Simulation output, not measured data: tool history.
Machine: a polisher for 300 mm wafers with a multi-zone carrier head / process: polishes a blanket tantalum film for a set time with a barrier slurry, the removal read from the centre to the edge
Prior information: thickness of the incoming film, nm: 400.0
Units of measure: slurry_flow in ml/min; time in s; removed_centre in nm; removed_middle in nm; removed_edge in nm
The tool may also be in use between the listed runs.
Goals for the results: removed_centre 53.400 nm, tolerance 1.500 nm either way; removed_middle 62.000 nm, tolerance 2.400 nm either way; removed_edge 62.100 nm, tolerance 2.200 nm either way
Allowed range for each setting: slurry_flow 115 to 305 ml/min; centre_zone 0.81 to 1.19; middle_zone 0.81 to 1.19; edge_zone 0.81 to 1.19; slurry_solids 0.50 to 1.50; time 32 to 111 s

run,hour,slurry_flow,centre_zone,middle_zone,edge_zone,slurry_solids,time,removed_centre,removed_middle,removed_edge
1,0.0,195,1.00,1.00,1.00,1.00,71,83.336,83.909,85.583
2,3.4,195,1.00,1.05,1.00,1.00,71,83.745,87.551,84.460
3,7.5,185,0.95,1.02,0.97,0.85,68,71.302,77.904,75.427
4,14.7,175,0.91,0.98,0.94,0.75,68,65.199,72.270,72.812
5,19.2,170,0.89,0.97,0.91,0.65,67,59.722,67.714,65.939
6,26.6,170,0.89,0.97,0.95,0.65,67,59.701,67.037,68.130
7,30.9,170,0.89,0.97,0.95,0.65,67,60.632,66.790,68.360
8,33.0,160,0.87,0.96,0.92,0.60,67,56.645,64.417,65.315
9,33.6,150,0.87,0.96,0.91,0.60,67,56.472,63.949,63.588

Which single option among these 5 for the next run brings every result within its allowed miss of target? Just one does.
A,34.2,135,0.81,0.92,0.95,0.65,66,?,?,?
B,34.2,130,0.87,0.99,0.92,0.50,69,?,?,?
C,34.2,165,0.94,0.95,0.96,0.50,72,?,?,?
D,34.2,160,0.82,1.00,0.94,0.65,65,?,?,?
E,34.2,125,0.89,0.92,0.90,0.75,66,?,?,?

move,removed_centre,removed_middle,removed_edge
A,51.972,62.984,66.114
B,52.668,63.136,61.433
C,61.157,65.272,66.659
D,52.939,67.754,65.593
E,59.429,65.541,67.287
A: gets the furthest-off result to its target, but another result is out of tolerance
B: meets every target
C: misses by more than the last run did
D: gets the furthest-off result to its target, but another result is out of tolerance
E: misses by more than the last run did
So the answer is move B, the one that meets all the targets.
